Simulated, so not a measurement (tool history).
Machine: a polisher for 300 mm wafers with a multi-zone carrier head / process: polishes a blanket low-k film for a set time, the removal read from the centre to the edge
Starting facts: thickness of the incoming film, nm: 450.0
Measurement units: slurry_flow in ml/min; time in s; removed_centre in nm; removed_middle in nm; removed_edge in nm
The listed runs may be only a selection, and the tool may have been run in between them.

run,hour,slurry_flow,centre_zone,middle_zone,edge_zone,slurry_solids,time,removed_centre,removed_middle,removed_edge
1,0.0,130,1.00,1.00,1.00,1.00,52,14.4320,15.2290,15.781
2,3.8,130,1.00,1.00,1.00,1.00,46,12.2180,13.4440,13.945
3,12.7,130,1.00,1.00,1.00,1.00,34,9.1203,10.0480,10.280
4,18.6,145,1.00,1.00,1.00,1.00,34,9.6495,10.2830,10.445
5,19.7,145,1.00,1.00,0.96,1.00,34,9.6521,10.2320,10.245
6,21.2,145,1.06,1.00,0.96,1.00,34,10.1280,9.9751,10.219

Run 7, settings as shown, results not yet in. Your forecast:
7,22.9,145,1.05,1.02,1.00,1.15,39,?,?,?

removed_centre: 12.1030 nm
removed_middle: 12.7250 nm
removed_edge: 12.576 nm
